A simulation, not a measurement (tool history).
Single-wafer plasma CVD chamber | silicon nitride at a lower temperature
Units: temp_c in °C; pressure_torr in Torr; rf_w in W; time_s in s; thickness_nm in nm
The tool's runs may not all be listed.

run,hour,temp_c,pressure_torr,rf_w,time_s,thickness_nm
1,0,375,1.65,280,39.2,41.38
2,6.3,385,1.65,280,39.2,41.768
3,13.9,385,1.51,270,39.2,38.981
4,20.1,392,1.51,270,39.2,39.093
5,27.2,392,1.34,270,39.2,37.669
6,29.5,392,1.34,270,39.2,37.548
7,37,392,1.26,270,39.2,36.692
8,40.8,392,1.21,270,39.2,36.063

The next listed run, before its measurement:
# hour 46.1: RF generator calibrated
9,46.1,392,1.18,270,39.2,?

{"run 9": {"thickness_nm": 38.166}}
